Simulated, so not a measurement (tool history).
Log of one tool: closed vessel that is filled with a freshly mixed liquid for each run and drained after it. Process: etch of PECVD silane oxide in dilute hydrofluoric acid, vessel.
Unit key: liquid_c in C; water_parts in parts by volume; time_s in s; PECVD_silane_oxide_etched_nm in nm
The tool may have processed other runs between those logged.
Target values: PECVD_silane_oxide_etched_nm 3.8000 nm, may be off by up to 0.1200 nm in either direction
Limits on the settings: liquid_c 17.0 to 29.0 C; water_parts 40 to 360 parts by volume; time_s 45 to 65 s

| run | hour | liquid_c | water_parts | time_s | PECVD_silane_oxide_etched_nm |
|---|---|---|---|---|---|
| 1 | 0.0 | 21.0 | 200 | 65 | 6.3401 |
| 2 | 8.7 | 21.0 | 170 | 65 | 7.7837 |
| 3 | 16.2 | 20.0 | 190 | 65 | 6.6100 |
| 4 | 20.0 | 18.5 | 190 | 65 | 6.1270 |
| 5 | 26.5 | 18.0 | 205 | 65 | 5.4924 |
| 6 | 33.0 | 20.0 | 205 | 65 | 6.0161 |
| 7 | 35.6 | 19.5 | 220 | 65 | 5.3349 |
| 8 | 37.2 | 19.5 | 220 | 65 | 5.3715 |
| 9 | 45.2 | 19.0 | 230 | 65 | 4.9825 |
| 10 | 46.2 | 18.5 | 240 | 65 | 4.6379 |
| 11 | 54.4 | 18.0 | 245 | 65 | 4.4668 |
| 12 | 61.2 | 18.0 | 250 | 65 | 4.3487 |
| 13 | 63.7 | 18.0 | 255 | 65 | 4.2282 |
| 14 | 72.0 | 18.0 | 260 | 65 | 4.1696 |
| 15 | 72.8 | 18.0 | 265 | 65 | 4.0652 |

Pick the move, out of 4, that brings all results within their allowed miss; only one does.
| A | 73.6 | 17.5 | 250 | 65 | ? |
| B | 73.6 | 17.0 | 230 | 65 | ? |
| C | 73.6 | 17.0 | 270 | 65 | ? |
| D | 73.6 | 19.0 | 260 | 65 | ? |

| move | PECVD_silane_oxide_etched_nm |
|---|---|
| A | 4.2576 |
| B | 4.6196 |
| C | 3.8003 |
| D | 4.2967 |
A: moves away from the targets compared with the last run
B: moves away from the targets compared with the last run
C: meets every target
D: moves away from the targets compared with the last run
The move that meets every target is C.

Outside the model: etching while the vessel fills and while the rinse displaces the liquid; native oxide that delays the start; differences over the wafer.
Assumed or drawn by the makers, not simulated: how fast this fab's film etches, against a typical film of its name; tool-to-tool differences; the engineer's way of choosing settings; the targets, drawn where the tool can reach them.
